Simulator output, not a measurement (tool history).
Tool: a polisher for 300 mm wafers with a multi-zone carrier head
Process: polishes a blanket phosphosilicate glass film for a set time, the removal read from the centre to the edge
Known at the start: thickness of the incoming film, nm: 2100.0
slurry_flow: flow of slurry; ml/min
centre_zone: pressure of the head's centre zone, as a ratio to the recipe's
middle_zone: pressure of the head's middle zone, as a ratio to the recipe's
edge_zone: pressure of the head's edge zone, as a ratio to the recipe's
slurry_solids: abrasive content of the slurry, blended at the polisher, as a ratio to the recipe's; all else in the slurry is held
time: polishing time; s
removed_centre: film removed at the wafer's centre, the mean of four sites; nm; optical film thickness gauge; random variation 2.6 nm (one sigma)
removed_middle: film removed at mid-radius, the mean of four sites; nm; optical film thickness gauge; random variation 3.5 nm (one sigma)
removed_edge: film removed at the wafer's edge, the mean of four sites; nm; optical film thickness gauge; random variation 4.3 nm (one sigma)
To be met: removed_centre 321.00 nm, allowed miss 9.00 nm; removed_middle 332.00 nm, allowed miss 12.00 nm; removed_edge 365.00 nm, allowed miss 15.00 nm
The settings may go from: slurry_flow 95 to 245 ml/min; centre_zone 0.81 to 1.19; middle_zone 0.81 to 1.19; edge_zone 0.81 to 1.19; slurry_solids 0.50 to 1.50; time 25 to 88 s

| run | day | slurry_flow | centre_zone | middle_zone | edge_zone | slurry_solids | time | removed_centre | removed_middle | removed_edge |
|---|---|---|---|---|---|---|---|---|---|---|
| 1 | 0.000 | 155 | 1.00 | 1.00 | 1.00 | 1.00 | 56 | 369.53 | 373.25 | 364.19 |
| 2 | 0.292 | 155 | 1.00 | 0.94 | 1.00 | 1.00 | 56 | 371.75 | 356.46 | 373.60 |
| 3 | 0.538 | 155 | 1.00 | 0.94 | 1.00 | 1.15 | 56 | 396.10 | 378.48 | 389.31 |
| 4 | 0.646 | 150 | 0.98 | 0.93 | 1.00 | 1.15 | 56 | 386.86 | 377.04 | 392.76 |
| 5 | 0.692 | 150 | 0.98 | 0.93 | 1.03 | 1.15 | 56 | 389.50 | 373.45 | 397.50 |
| 6 | 1.033 | 150 | 0.98 | 1.00 | 1.03 | 1.15 | 56 | 385.74 | 398.80 | 400.02 |
| 7 | 1.217 | 145 | 0.97 | 0.98 | 1.02 | 1.15 | 56 | 378.91 | 389.37 | 399.28 |
| 8 | 1.500 | 140 | 0.96 | 0.97 | 1.01 | 1.15 | 56 | 373.28 | 384.92 | 393.26 |
| 9 | 1.779 | 135 | 0.95 | 0.96 | 1.00 | 1.15 | 56 | 368.67 | 381.58 | 384.03 |
| 10 | 1.917 | 130 | 0.94 | 0.95 | 1.00 | 1.15 | 56 | 365.96 | 375.48 | 384.20 |
| 11 | 2.208 | 130 | 0.94 | 0.95 | 1.00 | 1.15 | 56 | 357.73 | 371.71 | 378.49 |
| 12 | 2.358 | 125 | 0.93 | 0.94 | 1.00 | 1.15 | 56 | 356.20 | 366.91 | 374.15 |
| 13 | 2.700 | 100 | 0.84 | 0.86 | 1.05 | 1.10 | 56 | 305.76 | 320.45 | 371.82 |
| 14 | 2.975 | 105 | 0.84 | 0.86 | 1.04 | 1.10 | 56 | 305.19 | 317.64 | 380.29 |
| 15 | 3.175 | 105 | 0.85 | 0.87 | 1.03 | 1.10 | 56 | 311.35 | 329.03 | 372.28 |

5 next moves are on the table. One of them brings every result within its allowed miss. Which?
| A | 3.375 | 120 | 0.81 | 0.93 | 1.04 | 1.10 | 54 | ? | ? | ? |
| B | 3.375 | 95 | 0.81 | 0.95 | 0.94 | 1.15 | 56 | ? | ? | ? |
| C | 3.375 | 95 | 0.88 | 1.00 | 0.92 | 1.05 | 57 | ? | ? | ? |
| D | 3.375 | 110 | 0.88 | 0.89 | 1.00 | 1.15 | 54 | ? | ? | ? |
| E | 3.375 | 120 | 0.81 | 0.87 | 1.10 | 0.90 | 60 | ? | ? | ? |

| move | removed_centre | removed_middle | removed_edge |
|---|---|---|---|
| A | 304.62 | 336.38 | 362.07 |
| B | 302.19 | 342.57 | 351.06 |
| C | 314.83 | 349.26 | 339.26 |
| D | 323.86 | 324.31 | 357.65 |
| E | 307.05 | 320.92 | 375.79 |
A: further off than the last run
B: further off than the last run
C: brings the result that was furthest off to its target, and leaves another outside
D: meets every target
E: further off than the last run
The right move is D.
